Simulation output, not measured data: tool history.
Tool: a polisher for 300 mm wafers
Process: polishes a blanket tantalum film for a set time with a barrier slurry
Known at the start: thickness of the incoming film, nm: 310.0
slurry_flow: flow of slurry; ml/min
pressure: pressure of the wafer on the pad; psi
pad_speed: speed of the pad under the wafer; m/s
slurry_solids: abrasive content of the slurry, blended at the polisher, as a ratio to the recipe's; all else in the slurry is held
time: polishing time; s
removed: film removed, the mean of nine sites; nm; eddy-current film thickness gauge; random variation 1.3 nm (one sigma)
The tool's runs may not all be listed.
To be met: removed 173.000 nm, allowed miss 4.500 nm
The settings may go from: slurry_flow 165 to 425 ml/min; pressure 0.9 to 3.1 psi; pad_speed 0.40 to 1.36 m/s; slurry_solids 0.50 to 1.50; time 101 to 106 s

| run | hour | slurry_flow | pressure | pad_speed | slurry_solids | time | removed |
|---|---|---|---|---|---|---|---|
| 1 | 0.0 | 275 | 2.0 | 0.88 | 1.00 | 101 | 116.880 |
| 2 | 1.2 | 275 | 2.0 | 0.88 | 1.00 | 106 | 122.040 |
| 3 | 5.5 | 275 | 2.0 | 0.74 | 1.00 | 106 | 102.910 |
| 4 | 13.5 | 275 | 2.0 | 0.74 | 0.85 | 106 | 99.189 |
| 5 | 21.2 | 275 | 2.2 | 0.74 | 0.85 | 106 | 105.670 |
| 6 | 28.4 | 275 | 2.4 | 0.76 | 0.85 | 106 | 115.500 |
|  | 31.3 | head pressure recalibrated |
| 7 | 31.3 | 275 | 2.5 | 0.78 | 0.85 | 106 | 136.390 |
| 8 | 34.9 | 290 | 2.9 | 0.78 | 0.85 | 106 | 152.950 |

Which of these 4 next moves meets every target?
| A | 38.5 | 380 | 2.8 | 0.82 | 1.00 | 103 | ? |
| B | 38.5 | 230 | 3.1 | 0.80 | 1.10 | 104 | ? |
| C | 38.5 | 235 | 3.1 | 0.84 | 0.80 | 104 | ? |
| D | 38.5 | 310 | 3.1 | 0.80 | 0.90 | 101 | ? |

| move | removed |
|---|---|
| A | 160.300 |
| B | 169.000 |
| C | 161.940 |
| D | 159.670 |
A: nearer than the last run, and not there yet
B: meets every target
C: nearer than the last run, and not there yet
D: nearer than the last run, and not there yet
Move B is the one to make.
